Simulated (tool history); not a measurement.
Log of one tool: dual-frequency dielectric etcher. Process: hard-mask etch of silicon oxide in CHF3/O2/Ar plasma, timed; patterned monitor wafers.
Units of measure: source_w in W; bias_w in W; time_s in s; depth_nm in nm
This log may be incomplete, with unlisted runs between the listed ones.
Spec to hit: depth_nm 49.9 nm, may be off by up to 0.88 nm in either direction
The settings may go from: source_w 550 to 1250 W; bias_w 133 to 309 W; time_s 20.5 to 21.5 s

run,day,source_w,bias_w,time_s,depth_nm
1,0,900,221,20.5,55.592
2,0.062,780,221,20.5,52.535
3,0.425,900,221,20.5,55.456
4,0.45,900,241,20.5,57.04
5,0.633,850,239,20.5,55.815
6,0.858,920,239,20.5,57.359
7,1.217,860,236,20.5,55.641
8,1.354,820,234,20.5,54.934
9,1.429,780,232,20.5,54.163
10,1.583,740,229,20.5,52.612
11,1.733,720,228,20.5,52.404
12,1.867,700,227,20.5,51.732

Which single option among these 5 for the next run brings every result within its allowed miss of target? Just one does.
A,2,710,231,21,?
B,2,640,204,20.5,?
C,2,650,224,20.5,?
D,2,690,222,21.5,?
E,2,720,239,20.5,?

move,depth_nm
A,53.324
B,47.889
C,49.987
D,53.234
E,53.015
A: its largest miss is bigger than the last run's
B: takes the result that was furthest off past its target
C: each result inside its tolerance
D: its largest miss is bigger than the last run's
E: its largest miss is bigger than the last run's
The right move is C.
